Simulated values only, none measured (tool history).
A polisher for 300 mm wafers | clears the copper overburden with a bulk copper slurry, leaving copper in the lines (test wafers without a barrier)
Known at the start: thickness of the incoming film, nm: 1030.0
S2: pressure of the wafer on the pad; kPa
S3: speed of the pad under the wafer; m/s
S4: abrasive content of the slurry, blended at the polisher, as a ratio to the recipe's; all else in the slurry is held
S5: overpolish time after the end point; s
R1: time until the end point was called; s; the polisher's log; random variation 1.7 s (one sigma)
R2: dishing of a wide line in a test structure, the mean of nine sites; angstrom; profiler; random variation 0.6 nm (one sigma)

{"run": 1, "day": 0.0, "flow of slurry (ml/min)": 220, "S2": 20, "S3": 1.12, "S4": 1, "S5": 16, "R1": 113.14, "R2": 733.18}
{"run": 2, "day": 0.375, "flow of slurry (ml/min)": 220, "S2": 20, "S3": 1.12, "S4": 1, "S5": 14, "R1": 115.11, "R2": 681.04}
{"run": 3, "day": 0.633, "flow of slurry (ml/min)": 220, "S2": 20, "S3": 0.98, "S4": 1, "S5": 14, "R1": 129.16, "R2": 633.24}
{"run": 4, "day": 0.838, "flow of slurry (ml/min)": 220, "S2": 20, "S3": 0.98, "S4": 1, "S5": 11, "R1": 131.17, "R2": 555.11}
{"run": 5, "day": 1.058, "flow of slurry (ml/min)": 220, "S2": 20, "S3": 0.98, "S4": 1, "S5": 15, "R1": 127.32, "R2": 659.9}
{"run": 6, "day": 1.408, "flow of slurry (ml/min)": 245, "S2": 20, "S3": 0.98, "S4": 1, "S5": 15, "R1": 126.32, "R2": 674.07}
{"run": 7, "day": 1.771, "flow of slurry (ml/min)": 245, "S2": 20.7, "S3": 1, "S4": 1, "S5": 14, "R1": 120.79, "R2": 685.56}
{"run": 8, "day": 1.858, "flow of slurry (ml/min)": 235, "S2": 20.7, "S3": 1.02, "S4": 1, "S5": 13, "R1": 120.38, "R2": 648.41}
{"run": 9, "day": 2.008, "flow of slurry (ml/min)": 230, "S2": 20.7, "S3": 1.04, "S4": 1, "S5": 12, "R1": 121.28, "R2": 618.17}

Forecast run 10:
{"run": 10, "day": 2.346, "flow of slurry (ml/min)": 260, "S2": 22.8, "S3": 1.1, "S4": 1, "S5": 6, "R1": "?", "R2": "?"}

R1: 101.68 s
R2: 405.01 angstrom
